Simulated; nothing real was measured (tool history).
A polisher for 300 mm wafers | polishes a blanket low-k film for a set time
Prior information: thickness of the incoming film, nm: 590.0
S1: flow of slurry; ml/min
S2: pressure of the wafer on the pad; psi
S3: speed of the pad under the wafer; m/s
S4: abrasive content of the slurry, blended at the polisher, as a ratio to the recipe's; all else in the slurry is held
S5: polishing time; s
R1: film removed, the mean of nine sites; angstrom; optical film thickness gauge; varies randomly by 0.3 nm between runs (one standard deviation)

run	hour	S1	S2	S3	S4	S5	R1
1	0	240	2.5	1.02	1	23	121.29
2	8.2	240	2.5	1.02	0.8	23	104.83
3	11.9	240	2.7	1.06	0.8	23	115.46
4	13.5	240	2.7	1.06	0.8	23	114.73
5	17.8	240	2.9	1.1	0.8	23	125.02
6	25.5	240	3.2	1.1	0.8	23	136.55
7	32.2	240	3.2	1.1	0.8	23	137.46
8	38.4	240	3.3	1.14	0.8	23	150.19
9	43.2	240	3.4	1.16	0.8	23	150.56
10	46.1	240	3.5	1.2	0.8	23	158.71
11	50.7	240	3.6	1.24	0.8	23	161.79
12	56.8	240	3.6	1.28	0.85	23	177.89

The next listed run, before its measurement:
13	63.9	240	3.6	1.3	0.85	23	?

{"run 13": {"R1": 184.06}}
